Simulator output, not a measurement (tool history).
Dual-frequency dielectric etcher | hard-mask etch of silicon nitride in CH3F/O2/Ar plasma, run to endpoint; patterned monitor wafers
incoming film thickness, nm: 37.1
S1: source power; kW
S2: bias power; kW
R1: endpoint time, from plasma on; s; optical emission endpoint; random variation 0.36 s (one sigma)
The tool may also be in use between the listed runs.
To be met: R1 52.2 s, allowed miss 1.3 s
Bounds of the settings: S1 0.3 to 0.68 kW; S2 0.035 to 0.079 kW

run  hour    S1     S2      R1
  1     0  0.49  0.057   58.97
  2   4.1  0.52  0.058  56.817
  3   5.6  0.45  0.058  60.561
  4   6.5  0.49  0.059  57.924
  5    15  0.52   0.06   56.09
  6  20.2  0.52  0.054  56.938
  7  27.5  0.54  0.055  56.668
  8  28.5  0.56  0.056  55.779
  9  29.9  0.58  0.057  54.176

Which of these 4 next moves meets every target?
  A  31.3  0.61  0.063   ?
  B  31.3  0.57  0.056   ?
  C  31.3  0.51  0.066   ?
  D  31.3  0.53  0.062   ?

move      R1
   A  51.786
   B  54.685
   C  55.001
   D  54.989
A: meets every target
B: further off than the last run
C: further off than the last run
D: further off than the last run
The right move is A.
